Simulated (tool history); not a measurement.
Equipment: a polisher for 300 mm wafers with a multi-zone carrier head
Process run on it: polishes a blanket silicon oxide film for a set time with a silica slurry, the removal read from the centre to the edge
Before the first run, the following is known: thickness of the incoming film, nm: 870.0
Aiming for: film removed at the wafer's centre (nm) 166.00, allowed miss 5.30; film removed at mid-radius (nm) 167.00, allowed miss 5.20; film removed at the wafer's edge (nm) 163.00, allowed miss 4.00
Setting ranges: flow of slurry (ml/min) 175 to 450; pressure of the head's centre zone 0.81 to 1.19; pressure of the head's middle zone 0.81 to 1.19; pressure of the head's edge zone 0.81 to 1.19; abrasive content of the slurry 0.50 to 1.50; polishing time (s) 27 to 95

| run | hour | flow of slurry (ml/min) | pressure of the head's centre zone | pressure of the head's middle zone | pressure of the head's edge zone | abrasive content of the slurry | polishing time (s) | film removed at the wafer's centre (nm) | film removed at mid-radius (nm) | film removed at the wafer's edge (nm) |
|---|---|---|---|---|---|---|---|---|---|---|
| 1 | 0.0 | 290 | 1.00 | 1.00 | 1.00 | 1.00 | 61 | 256.72 | 258.21 | 260.03 |
| 2 | 5.1 | 290 | 1.00 | 0.99 | 0.98 | 0.95 | 60 | 244.77 | 243.67 | 243.33 |
| 3 | 9.5 | 290 | 1.00 | 0.99 | 0.98 | 0.75 | 60 | 215.74 | 211.75 | 214.62 |
| 4 | 17.5 | 290 | 1.06 | 0.99 | 0.98 | 0.75 | 60 | 225.51 | 212.56 | 213.88 |
| 5 | 20.5 | 290 | 1.02 | 0.99 | 0.98 | 0.75 | 60 | 216.32 | 217.68 | 214.83 |
| 6 | 21.5 | 290 | 1.02 | 0.99 | 0.98 | 0.55 | 60 | 175.84 | 174.33 | 172.81 |
| 7 | 26.4 | 285 | 1.02 | 0.99 | 0.97 | 0.55 | 60 | 173.33 | 176.26 | 172.44 |
| 8 | 30.9 | 280 | 1.02 | 0.99 | 0.96 | 0.55 | 60 | 174.37 | 171.31 | 169.49 |
| 9 | 36.6 | 275 | 1.02 | 0.99 | 0.96 | 0.55 | 60 | 173.74 | 172.27 | 170.94 |
| 10 | 38.1 | 270 | 1.02 | 0.99 | 0.96 | 0.55 | 60 | 173.44 | 173.09 | 172.53 |
| 11 | 44.3 | 270 | 1.02 | 0.99 | 0.95 | 0.55 | 60 | 176.45 | 171.82 | 169.98 |
| 12 | 45.8 | 265 | 1.02 | 0.99 | 0.95 | 0.55 | 60 | 175.69 | 171.79 | 170.95 |
| 13 | 47.0 | 260 | 1.02 | 0.99 | 0.94 | 0.55 | 60 | 173.45 | 170.03 | 168.18 |
| 14 | 51.8 | 255 | 1.02 | 0.99 | 0.94 | 0.55 | 60 | 172.23 | 169.45 | 166.47 |

Which single option among these 4 for the next run brings every result within its allowed miss of target? Just one does.
| A | 56.6 | 245 | 0.96 | 0.93 | 0.94 | 0.70 | 52 | ? | ? | ? |
| B | 56.6 | 310 | 1.00 | 0.97 | 0.99 | 0.60 | 55 | ? | ? | ? |
| C | 56.6 | 270 | 1.09 | 0.96 | 0.91 | 0.60 | 57 | ? | ? | ? |
| D | 56.6 | 210 | 0.99 | 0.98 | 0.90 | 0.55 | 60 | ? | ? | ? |

| move | film removed at the wafer's centre (nm) | film removed at mid-radius (nm) | film removed at the wafer's edge (nm) |
|---|---|---|---|
| A | 166.41 | 167.94 | 172.10 |
| B | 169.10 | 169.18 | 170.64 |
| C | 188.63 | 171.70 | 168.45 |
| D | 164.51 | 168.38 | 162.37 |
A: puts the biggest miss on target and leaves a different result outside tolerance
B: puts the biggest miss on target and leaves a different result outside tolerance
C: its largest miss is bigger than the last run's
D: all results in spec
D is the move that brings every result within its allowed miss.

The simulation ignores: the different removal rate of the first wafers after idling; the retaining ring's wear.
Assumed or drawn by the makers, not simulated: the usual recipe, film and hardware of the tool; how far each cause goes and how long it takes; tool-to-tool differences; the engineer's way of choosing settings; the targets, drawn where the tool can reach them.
